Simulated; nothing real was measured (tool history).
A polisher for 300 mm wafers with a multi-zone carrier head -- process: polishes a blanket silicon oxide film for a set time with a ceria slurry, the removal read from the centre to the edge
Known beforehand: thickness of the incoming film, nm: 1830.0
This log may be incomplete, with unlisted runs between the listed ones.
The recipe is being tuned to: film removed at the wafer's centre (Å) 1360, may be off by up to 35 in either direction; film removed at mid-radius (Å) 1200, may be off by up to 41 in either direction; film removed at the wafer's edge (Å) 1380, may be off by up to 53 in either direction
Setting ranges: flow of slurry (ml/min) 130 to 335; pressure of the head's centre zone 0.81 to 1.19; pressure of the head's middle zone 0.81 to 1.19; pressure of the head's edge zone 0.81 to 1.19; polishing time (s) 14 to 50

run	hour	flow of slurry (ml/min)	pressure of the head's centre zone	pressure of the head's middle zone	pressure of the head's edge zone	polishing time (s)	film removed at the wafer's centre (Å)	film removed at mid-radius (Å)	film removed at the wafer's edge (Å)
1	0	215	1	1	1	32	1127.3	1083.5	1132.6
2	8.2	225	1.02	1	1.05	33	1192.6	1154.6	1173.7
3	16.1	225	1.02	1	1.05	26	944.01	898.82	951.3
4	24	225	1.02	1	0.99	26	953	890.37	927.22
5	30.7	260	1.02	1	0.99	26	967.25	917.5	936.08
6	37.7	260	1.02	1.06	0.99	26	974.13	957.5	929.45
7	40.9	240	1.03	1.02	1.02	29	1084.9	1042.7	1040.4
8	47.7	215	1.04	0.99	1.05	31	1144.5	1053.4	1111.2
9	52.6	205	1.04	0.97	1.08	33	1206	1090.2	1173
10	54.1	200	1.04	0.95	1.1	34	1238	1089.2	1244
11	59.4	215	1.04	0.95	1.12	34	1246.8	1100.2	1260.9
12	63.8	230	1.05	0.95	1.14	34	1274.3	1108.8	1288
13	68.9	245	1.05	0.96	1.15	34	1283.6	1131.7	1290
14	71	255	1.05	0.96	1.16	34	1300	1140.9	1315.7
15	75.8	265	1.05	0.96	1.17	34	1308.7	1137.7	1311.7
16	78	265	1.05	0.96	1.17	34	1329.3	1159.7	1323.4
17	85.1	270	1.05	0.96	1.18	34	1304.2	1149	1338.8
18	93.1	280	1.05	0.96	1.18	34	1317.4	1160.1	1323

5 next moves are on the table. One of them brings every result within its allowed miss. Which?
A	101.1	265	0.92	0.91	1.19	38	?	?	?
B	101.1	270	1.02	0.99	1.15	34	?	?	?
C	101.1	250	1.05	0.96	1.19	36	?	?	?
D	101.1	255	1.09	1.03	1.13	33	?	?	?
E	101.1	240	1.09	1.07	1.1	33	?	?	?

move	film removed at the wafer's centre (Å)	film removed at mid-radius (Å)	film removed at the wafer's edge (Å)
A	1285.7	1258.9	1465.1
B	1280.2	1210.7	1291
C	1381.3	1237.6	1379.8
D	1319	1206.6	1236.1
E	1308.3	1237	1213.7
A: its largest miss is bigger than the last run's
B: its largest miss is bigger than the last run's
C: all results land within tolerance of their targets
D: its largest miss is bigger than the last run's
E: its largest miss is bigger than the last run's
Correct choice: C, which meets every target
